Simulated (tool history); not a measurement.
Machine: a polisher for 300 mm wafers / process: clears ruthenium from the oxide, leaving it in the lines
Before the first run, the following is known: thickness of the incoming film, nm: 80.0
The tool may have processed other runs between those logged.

| run | hour | flow of slurry (ml/min) | pressure of the wafer on the pad (kPa) | speed of the pad under the wafer (cm/s) | overpolish time after the end point (s) | time until the end point was called (s) |
|---|---|---|---|---|---|---|
| 1 | 0 | 270 | 13.1 | 78 | 31 | 75.682 |
| 2 | 5.5 | 270 | 13.1 | 78 | 33 | 74.561 |
| 3 | 12.4 | 200 | 13.1 | 78 | 33 | 80.247 |
| 4 | 13.6 | 195 | 11 | 72 | 33 | 98.576 |
| 5 | 14.2 | 195 | 11 | 72 | 33 | 97.703 |
| 6 | 19.2 | 190 | 9.7 | 66 | 33 | 126.75 |
| 7 | 20 | 190 | 9.7 | 66 | 33 | 124.76 |
| 8 | 25.9 | 190 | 8.3 | 66 | 33 | 141.84 |

Predict the results of run 9:
| 9 | 30.9 | 190 | 7.6 | 66 | 33 | ? |

time until the end point was called (s): 153.56

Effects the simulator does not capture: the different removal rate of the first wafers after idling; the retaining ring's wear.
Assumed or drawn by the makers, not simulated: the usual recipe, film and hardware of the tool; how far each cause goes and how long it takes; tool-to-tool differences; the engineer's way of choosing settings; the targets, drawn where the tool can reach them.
